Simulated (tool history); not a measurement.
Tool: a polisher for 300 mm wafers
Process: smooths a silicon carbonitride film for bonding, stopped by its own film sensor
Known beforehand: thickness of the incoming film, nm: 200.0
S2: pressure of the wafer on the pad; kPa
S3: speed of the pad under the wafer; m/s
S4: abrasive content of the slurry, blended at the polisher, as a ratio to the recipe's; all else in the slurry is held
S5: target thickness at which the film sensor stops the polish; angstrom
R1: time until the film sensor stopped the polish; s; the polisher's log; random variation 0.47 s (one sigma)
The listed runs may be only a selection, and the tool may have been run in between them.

{"run": 1, "hour": 0.0, "flow of slurry (ml/min)": 165, "S2": 13.8, "S3": 1.16, "S4": 1, "S5": 1850, "R1": 51.778}
{"run": 2, "hour": 4.7, "flow of slurry (ml/min)": 165, "S2": 13.8, "S3": 1.16, "S4": 1, "S5": 1850, "R1": 51.551}
{"run": 3, "hour": 9.7, "flow of slurry (ml/min)": 205, "S2": 13.8, "S3": 1.16, "S4": 1, "S5": 1850, "R1": 50.269}
{"run": 4, "hour": 16.5, "flow of slurry (ml/min)": 190, "S2": 13.8, "S3": 1.16, "S4": 1, "S5": 1850, "R1": 50.785}
{"run": 5, "hour": 19.0, "flow of slurry (ml/min)": 190, "S2": 13.8, "S3": 1.16, "S4": 0.8, "S5": 1850, "R1": 55.555}
{"run": 6, "hour": 25.6, "flow of slurry (ml/min)": 190, "S2": 14.5, "S3": 1.16, "S4": 0.8, "S5": 1850, "R1": 53.872}

Run 7 is up next; what results do you expect?
{"run": 7, "hour": 27.1, "flow of slurry (ml/min)": 195, "S2": 18.6, "S3": 1.34, "S4": 0.85, "S5": 1850, "R1": "?"}

{"run 7": {"R1": 35.411}}

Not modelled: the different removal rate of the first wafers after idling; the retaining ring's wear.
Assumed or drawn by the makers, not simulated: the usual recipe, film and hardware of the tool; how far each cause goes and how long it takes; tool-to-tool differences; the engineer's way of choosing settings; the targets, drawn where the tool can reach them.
